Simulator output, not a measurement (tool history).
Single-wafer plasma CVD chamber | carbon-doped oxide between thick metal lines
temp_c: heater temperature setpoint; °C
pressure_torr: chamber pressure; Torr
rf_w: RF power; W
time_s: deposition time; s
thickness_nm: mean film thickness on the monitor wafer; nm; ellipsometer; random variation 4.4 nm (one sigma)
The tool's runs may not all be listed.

{"run": 1, "hour": 0.0, "temp_c": 330, "pressure_torr": 5.48, "rf_w": 655, "time_s": 199, "thickness_nm": 1329.9}
{"run": 2, "hour": 5.6, "temp_c": 335, "pressure_torr": 5.0, "rf_w": 595, "time_s": 199, "thickness_nm": 1200.8}
{"run": 3, "hour": 11.7, "temp_c": 335, "pressure_torr": 5.94, "rf_w": 595, "time_s": 199, "thickness_nm": 1232.2}
{"run": 4, "hour": 17.2, "temp_c": 335, "pressure_torr": 5.31, "rf_w": 595, "time_s": 199, "thickness_nm": 1215.0}
{"run": 5, "hour": 21.5, "temp_c": 339, "pressure_torr": 4.93, "rf_w": 575, "time_s": 199, "thickness_nm": 1147.0}
{"run": 6, "hour": 23.0, "temp_c": 343, "pressure_torr": 4.74, "rf_w": 570, "time_s": 199, "thickness_nm": 1123.3}
{"run": 7, "hour": 24.9, "temp_c": 345, "pressure_torr": 4.53, "rf_w": 565, "time_s": 199, "thickness_nm": 1096.3}

The next listed run, before its measurement:
{"run": 8, "hour": 27.9, "temp_c": 347, "pressure_torr": 4.43, "rf_w": 565, "time_s": 199, "thickness_nm": "?"}

Run 8 gave thickness_nm 1087.4 nm.

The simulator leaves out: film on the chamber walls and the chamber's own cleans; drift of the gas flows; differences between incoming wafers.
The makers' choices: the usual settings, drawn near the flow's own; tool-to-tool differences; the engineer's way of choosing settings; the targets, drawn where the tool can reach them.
